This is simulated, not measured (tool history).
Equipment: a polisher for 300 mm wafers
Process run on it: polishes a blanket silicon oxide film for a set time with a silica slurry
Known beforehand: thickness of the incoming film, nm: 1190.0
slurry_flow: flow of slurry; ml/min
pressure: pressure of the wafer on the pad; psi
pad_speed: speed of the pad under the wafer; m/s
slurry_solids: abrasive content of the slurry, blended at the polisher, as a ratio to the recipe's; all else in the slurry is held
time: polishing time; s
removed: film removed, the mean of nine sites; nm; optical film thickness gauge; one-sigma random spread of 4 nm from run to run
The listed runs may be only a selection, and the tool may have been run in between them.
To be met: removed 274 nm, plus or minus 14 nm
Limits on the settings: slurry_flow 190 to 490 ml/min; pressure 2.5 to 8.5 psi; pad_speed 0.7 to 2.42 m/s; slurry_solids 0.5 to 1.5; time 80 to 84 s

run	hour	slurry_flow	pressure	pad_speed	slurry_solids	time	removed
1	0	315	5.5	1.56	1	80	432.87
2	8.2	315	5.5	1.92	1	80	514.87
3	13.6	245	5.5	1.92	1	80	499.03
4	15.5	245	5.5	1.92	0.8	80	424.07
5	23.3	245	5	1.92	0.8	80	373.51
6	28.3	245	4.6	1.9	0.8	80	348.86
7	33.8	245	4.2	1.88	0.8	80	319.37
8	36.8	245	4	1.88	0.8	80	306.32
9	38	245	3.8	1.88	0.8	80	300.99

Of the 4 settings listed for the next run, only one would bring every result within its allowed miss of target. Which one?
A	39.2	230	3.9	2.4	0.65	83	?
B	39.2	225	3.5	2.06	0.7	84	?
C	39.2	280	3.1	2.12	0.85	82	?
D	39.2	240	4.3	1.86	0.75	84	?

move	removed
A	300.62
B	267.74
C	300.36
D	320.83
A: just as far off the targets as the last run
B: each result inside its tolerance
C: just as far off the targets as the last run
D: lands further from the targets than the last run did
Answer: B
